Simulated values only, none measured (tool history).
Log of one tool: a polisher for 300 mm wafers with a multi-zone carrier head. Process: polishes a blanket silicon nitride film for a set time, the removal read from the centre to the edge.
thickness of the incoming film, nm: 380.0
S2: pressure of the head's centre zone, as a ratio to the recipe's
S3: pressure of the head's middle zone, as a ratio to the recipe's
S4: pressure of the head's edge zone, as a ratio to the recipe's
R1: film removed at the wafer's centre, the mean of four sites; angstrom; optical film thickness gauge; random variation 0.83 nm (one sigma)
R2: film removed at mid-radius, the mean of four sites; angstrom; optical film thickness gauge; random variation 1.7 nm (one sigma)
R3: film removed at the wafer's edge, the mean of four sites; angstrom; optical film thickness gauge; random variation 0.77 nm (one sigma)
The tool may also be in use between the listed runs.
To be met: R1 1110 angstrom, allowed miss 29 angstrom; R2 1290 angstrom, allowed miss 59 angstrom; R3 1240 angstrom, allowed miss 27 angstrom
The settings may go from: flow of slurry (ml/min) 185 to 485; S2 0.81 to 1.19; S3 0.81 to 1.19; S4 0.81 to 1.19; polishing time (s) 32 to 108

Run 1, hour 0: flow of slurry (ml/min) 310, S2 1, S3 1, S4 1, polishing time (s) 70. Result: R1 957.84 angstrom, R2 952.61 angstrom, R3 947.15 angstrom.
Run 2, hour 5.5: flow of slurry (ml/min) 340, S2 1, S3 1, S4 1, polishing time (s) 70. Result: R1 958.47 angstrom, R2 955.84 angstrom, R3 941.06 angstrom.
Run 3, hour 7.6: flow of slurry (ml/min) 335, S2 0.99, S3 1.02, S4 1.03, polishing time (s) 73. Result: R1 982.57 angstrom, R2 1019.9 angstrom, R3 1003.5 angstrom.
Run 4, hour 10.6: flow of slurry (ml/min) 335, S2 0.99, S3 1.1, S4 1.03, polishing time (s) 73. Result: R1 996.43 angstrom, R2 1121.3 angstrom, R3 1004.8 angstrom.
Run 5, hour 18.6: flow of slurry (ml/min) 330, S2 0.99, S3 1.1, S4 1.06, polishing time (s) 75. Result: R1 1028.2 angstrom, R2 1113 angstrom, R3 1036.9 angstrom.
Run 6, hour 24.3: flow of slurry (ml/min) 330, S2 0.99, S3 1.1, S4 1.06, polishing time (s) 87. Result: R1 1195.9 angstrom, R2 1275.4 angstrom, R3 1201.5 angstrom.
Run 7, hour 25.8: flow of slurry (ml/min) 330, S2 0.97, S3 1.1, S4 1.07, polishing time (s) 87. Result: R1 1145.7 angstrom, R2 1274.1 angstrom, R3 1216.6 angstrom.
Run 8, hour 26.6: flow of slurry (ml/min) 330, S2 0.96, S3 1.1, S4 1.07, polishing time (s) 87. Result: R1 1154.7 angstrom, R2 1286.2 angstrom, R3 1214.7 angstrom.

Which of these 4 next moves meets every target?
Run A, hour 27.4: flow of slurry (ml/min) 360, S2 0.99, S3 1.07, S4 0.95, polishing time (s) 90. Result: R1 ?, R2 ?, R3 ?.
Run B, hour 27.4: flow of slurry (ml/min) 370, S2 0.91, S3 1.07, S4 1.07, polishing time (s) 88. Result: R1 ?, R2 ?, R3 ?.
Run C, hour 27.4: flow of slurry (ml/min) 395, S2 0.99, S3 1.09, S4 1.02, polishing time (s) 86. Result: R1 ?, R2 ?, R3 ?.
Run D, hour 27.4: flow of slurry (ml/min) 325, S2 1.02, S3 1.12, S4 1.07, polishing time (s) 86. Result: R1 ?, R2 ?, R3 ?.

move      R1      R2      R3
   A  1223.3  1303.7  1200.6
   B  1101.5    1278  1232.1
   C  1178.7    1275  1185.6
   D    1193  1283.3  1192.8
A: further off than the last run
B: meets every target
C: further off than the last run
D: further off than the last run
Move B is the one to make.

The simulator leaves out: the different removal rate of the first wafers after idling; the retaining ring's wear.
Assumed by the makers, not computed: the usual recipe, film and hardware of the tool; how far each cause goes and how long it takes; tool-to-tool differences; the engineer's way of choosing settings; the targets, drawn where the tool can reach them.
